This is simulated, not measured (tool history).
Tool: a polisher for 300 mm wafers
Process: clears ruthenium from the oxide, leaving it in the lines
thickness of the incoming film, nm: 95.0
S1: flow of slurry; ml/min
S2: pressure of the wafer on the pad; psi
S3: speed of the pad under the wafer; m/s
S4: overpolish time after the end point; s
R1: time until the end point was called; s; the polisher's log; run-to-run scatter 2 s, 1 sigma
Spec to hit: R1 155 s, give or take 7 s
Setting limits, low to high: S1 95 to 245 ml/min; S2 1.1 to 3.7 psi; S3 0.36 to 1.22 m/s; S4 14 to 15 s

run	day	S1	S2	S3	S4	R1
1	0	155	2.4	0.78	14	77.67
2	0.267	180	2.4	0.78	14	77.779
3	0.421	180	2.1	0.74	14	90.567
4	0.671	180	2.1	0.74	14	92.485
5	0.833	180	2.6	0.74	14	73.286
6	1.079	180	2.2	0.72	14	92.12
7	1.117	180	2.2	0.72	14	88.3
8	1.279	180	1.9	0.68	14	109.2

Which single option among these 4 for the next run brings every result within its allowed miss of target? Just one does.
A	1.442	180	3	0.74	14	?
B	1.442	175	1.9	0.48	15	?
C	1.442	180	1.9	0.74	14	?
D	1.442	140	2.5	0.9	14	?

move	R1
A	63.085
B	149.51
C	98.234
D	64.879
A: moves away from the targets compared with the last run
B: in spec on every target
C: moves away from the targets compared with the last run
D: moves away from the targets compared with the last run
Correct choice: B, which meets every target

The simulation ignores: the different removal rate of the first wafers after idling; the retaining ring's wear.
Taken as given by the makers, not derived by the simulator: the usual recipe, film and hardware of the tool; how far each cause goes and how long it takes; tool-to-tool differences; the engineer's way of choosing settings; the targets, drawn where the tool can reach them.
